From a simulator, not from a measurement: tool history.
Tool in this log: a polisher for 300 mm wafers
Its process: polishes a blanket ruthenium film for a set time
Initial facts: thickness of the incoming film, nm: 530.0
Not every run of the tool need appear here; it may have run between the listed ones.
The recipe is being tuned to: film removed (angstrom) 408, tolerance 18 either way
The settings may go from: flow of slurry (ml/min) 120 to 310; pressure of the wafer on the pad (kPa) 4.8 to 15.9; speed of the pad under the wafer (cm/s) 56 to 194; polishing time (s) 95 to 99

run  hour  flow of slurry (ml/min)  pressure of the wafer on the pad (kPa)  speed of the pad under the wafer (cm/s)  polishing time (s)  film removed (angstrom)
  1     0                      200                                    10.3                                      124                  95                   907.26
  2   1.1                      200                                    10.3                                       98                  95                    727.6
  3   9.1                      200                                     9.7                                       98                  95                   668.04
  4  12.6                      200                                     9.7                                       98                  95                   681.87
  5  17.1                      200                                     9.7                                      128                  95                   897.87
  6  20.3                      200                                      11                                      128                  95                   983.87
  7  23.9                      200                                      11                                      128                  95                   984.85
  8  32.8                      200                                    10.3                                      122                  95                   899.83
  9  37.2                      200                                     9.7                                      116                  95                   792.86

5 candidate next runs follow, results not yet known. Just one meets every target within its allowed miss. Identify it.
  A  41.6                      140                                      11                                      140                  95                        ?
  B  41.6                      215                                     7.6                                       70                  95                        ?
  C  41.6                      120                                     9.7                                      148                  99                        ?
  D  41.6                      220                                    13.1                                      136                  99                        ?
  E  41.6                      190                                    14.5                                      128                  99                        ?

move  film removed (angstrom)
   A                   1021.4
   B                    415.7
   C                   986.26
   D                   1262.9
   E                   1272.5
A: moves away from the targets compared with the last run
B: all results land within tolerance of their targets
C: moves away from the targets compared with the last run
D: moves away from the targets compared with the last run
E: moves away from the targets compared with the last run
The right move is B.
